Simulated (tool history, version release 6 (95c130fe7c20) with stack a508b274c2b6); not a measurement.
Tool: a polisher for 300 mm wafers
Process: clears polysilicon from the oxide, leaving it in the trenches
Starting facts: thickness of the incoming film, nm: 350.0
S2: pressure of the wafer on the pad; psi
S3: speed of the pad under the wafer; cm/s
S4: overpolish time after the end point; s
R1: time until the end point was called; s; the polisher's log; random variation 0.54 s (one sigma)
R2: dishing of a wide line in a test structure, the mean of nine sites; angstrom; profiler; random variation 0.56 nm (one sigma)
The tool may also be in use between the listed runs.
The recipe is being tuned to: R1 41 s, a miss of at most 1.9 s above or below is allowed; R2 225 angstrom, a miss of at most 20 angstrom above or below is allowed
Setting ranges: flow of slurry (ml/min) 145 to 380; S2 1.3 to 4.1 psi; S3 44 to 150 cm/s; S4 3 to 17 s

Run 1, hour 0: flow of slurry (ml/min) 245, S2 2.7 psi, S3 96 cm/s, S4 9 s. Result: R1 24.375 s, R2 367.51 angstrom.
Run 2, hour 5.5: flow of slurry (ml/min) 205, S2 2.7 psi, S3 96 cm/s, S4 9 s. Result: R1 25.469 s, R2 368.56 angstrom.
Run 3, hour 13.5: flow of slurry (ml/min) 180, S2 2.7 psi, S3 96 cm/s, S4 9 s. Result: R1 26.26 s, R2 373.97 angstrom.
Run 4, hour 16.8: flow of slurry (ml/min) 180, S2 2.7 psi, S3 96 cm/s, S4 11 s. Result: R1 25.673 s, R2 365.31 angstrom.
Run 5, hour 18.9: flow of slurry (ml/min) 220, S2 2.4 psi, S3 92 cm/s, S4 12 s. Result: R1 27.692 s, R2 367.67 angstrom.
At hour 26.3: head pressure recalibrated.
Run 6, hour 26.3: flow of slurry (ml/min) 220, S2 2.4 psi, S3 82 cm/s, S4 12 s. Result: R1 32.823 s, R2 355.9 angstrom.
Run 7, hour 34.3: flow of slurry (ml/min) 250, S2 2.4 psi, S3 78 cm/s, S4 10 s. Result: R1 33.615 s, R2 351.07 angstrom.
Run 8, hour 42: flow of slurry (ml/min) 275, S2 2.3 psi, S3 76 cm/s, S4 9 s. Result: R1 36.243 s, R2 330.66 angstrom.
Run 9, hour 49.4: flow of slurry (ml/min) 295, S2 2.2 psi, S3 78 cm/s, S4 8 s. Result: R1 36.045 s, R2 327.2 angstrom.
Run 10, hour 55.2: flow of slurry (ml/min) 310, S2 2 psi, S3 80 cm/s, S4 7 s. Result: R1 37.129 s, R2 315.78 angstrom.
Run 11, hour 58: flow of slurry (ml/min) 380, S2 1.3 psi, S3 88 cm/s, S4 3 s. Result: R1 43.584 s, R2 174.82 angstrom.
Run 12, hour 60.8: flow of slurry (ml/min) 375, S2 1.3 psi, S3 88 cm/s, S4 3 s. Result: R1 43.405 s, R2 179.26 angstrom.
Run 13, hour 61.5: flow of slurry (ml/min) 370, S2 1.3 psi, S3 88 cm/s, S4 3 s. Result: R1 43.003 s, R2 181.72 angstrom.
Run 14, hour 67.4: flow of slurry (ml/min) 365, S2 1.3 psi, S3 88 cm/s, S4 3 s. Result: R1 43.393 s, R2 175.95 angstrom.
Run 15, hour 68.4: flow of slurry (ml/min) 365, S2 1.4 psi, S3 88 cm/s, S4 3 s. Result: R1 41.664 s, R2 185.26 angstrom.

5 candidate next runs follow, results not yet known. Just one meets every target within its allowed miss. Identify it.
Run A, hour 69.4: flow of slurry (ml/min) 380, S2 1.5 psi, S3 84 cm/s, S4 3 s. Result: R1 ?, R2 ?.
Run B, hour 69.4: flow of slurry (ml/min) 380, S2 1.4 psi, S3 90 cm/s, S4 4 s. Result: R1 ?, R2 ?.
Run C, hour 69.4: flow of slurry (ml/min) 360, S2 1.4 psi, S3 88 cm/s, S4 3 s. Result: R1 ?, R2 ?.
Run D, hour 69.4: flow of slurry (ml/min) 370, S2 1.5 psi, S3 78 cm/s, S4 5 s. Result: R1 ?, R2 ?.
Run E, hour 69.4: flow of slurry (ml/min) 365, S2 1.9 psi, S3 80 cm/s, S4 5 s. Result: R1 ?, R2 ?.

move      R1      R2
   A  41.659  185.61
   B  40.619  227.53
   C  41.682  185.53
   D  44.835  244.61
   E  37.681  268.18
A: about as far from the targets as the last run
B: meets every target
C: about as far from the targets as the last run
D: brings the last run's worst result on target, with another outside its allowed miss
E: pushes the last run's worst result past its target
Answer: B

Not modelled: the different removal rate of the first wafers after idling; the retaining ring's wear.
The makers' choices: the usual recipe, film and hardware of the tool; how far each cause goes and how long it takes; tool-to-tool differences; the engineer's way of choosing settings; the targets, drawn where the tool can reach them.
